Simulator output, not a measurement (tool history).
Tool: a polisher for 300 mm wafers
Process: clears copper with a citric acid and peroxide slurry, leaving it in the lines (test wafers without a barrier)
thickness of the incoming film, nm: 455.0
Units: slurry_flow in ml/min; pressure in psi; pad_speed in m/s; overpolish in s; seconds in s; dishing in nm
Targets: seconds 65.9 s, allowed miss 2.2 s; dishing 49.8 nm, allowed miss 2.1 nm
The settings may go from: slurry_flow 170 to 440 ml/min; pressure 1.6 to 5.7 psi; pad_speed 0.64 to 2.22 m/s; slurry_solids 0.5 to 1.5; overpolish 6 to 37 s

run 1 hour=0 | slurry_flow=280 pressure=3.6 pad_speed=1.42 slurry_solids=1 overpolish=19 | seconds=108.24 dishing=51.645
run 2 hour=5.8 | slurry_flow=280 pressure=3.9 pad_speed=1.42 slurry_solids=1 overpolish=17 | seconds=103 dishing=50.099
run 3 hour=12.4 | slurry_flow=280 pressure=4.2 pad_speed=1.44 slurry_solids=1 overpolish=15 | seconds=93.598 dishing=48.269
run 4 hour=21.1 | slurry_flow=280 pressure=3.7 pad_speed=1.44 slurry_solids=1 overpolish=15 | seconds=102.69 dishing=43.056
run 5 hour=28.9 | slurry_flow=280 pressure=4 pad_speed=1.46 slurry_solids=1 overpolish=14 | seconds=95.083 dishing=44.486
run 6 hour=34 | slurry_flow=280 pressure=4.7 pad_speed=1.46 slurry_solids=1 overpolish=14 | seconds=81.698 dishing=50.655
run 7 hour=38.7 | slurry_flow=280 pressure=4.8 pad_speed=1.46 slurry_solids=1 overpolish=13 | seconds=81.064 dishing=48.346
run 8 hour=41.8 | slurry_flow=295 pressure=5.7 pad_speed=1.48 slurry_solids=1 overpolish=9 | seconds=68.109 dishing=40.894
run 9 hour=45 | slurry_flow=290 pressure=5.7 pad_speed=1.5 slurry_solids=1 overpolish=9 | seconds=67.788 dishing=41.536
run 10 hour=52 | slurry_flow=290 pressure=5.7 pad_speed=1.56 slurry_solids=1 overpolish=14 | seconds=66.216 dishing=60.125
run 11 hour=57.8 | slurry_flow=295 pressure=5.7 pad_speed=1.54 slurry_solids=1 overpolish=12 | seconds=65.036 dishing=54.314

Which of these 4 next moves meets every target?
run A hour=63.6 | slurry_flow=315 pressure=5.7 pad_speed=1.52 slurry_solids=1 overpolish=10 | seconds=? dishing=?
run B hour=63.6 | slurry_flow=340 pressure=5.7 pad_speed=1.52 slurry_solids=0.95 overpolish=11 | seconds=? dishing=?
run C hour=63.6 | slurry_flow=290 pressure=5.5 pad_speed=1.62 slurry_solids=0.8 overpolish=10 | seconds=? dishing=?
run D hour=63.6 | slurry_flow=240 pressure=5.7 pad_speed=1.58 slurry_solids=0.95 overpolish=13 | seconds=? dishing=?

move=A seconds=66.502 dishing=46.456
move=B seconds=66.488 dishing=50.122
move=C seconds=67.108 dishing=46.042
move=D seconds=66.514 dishing=56.972
A: takes the result that was furthest off past its target
B: meets every target
C: takes the result that was furthest off past its target
D: further off than the last run
The right move is B.
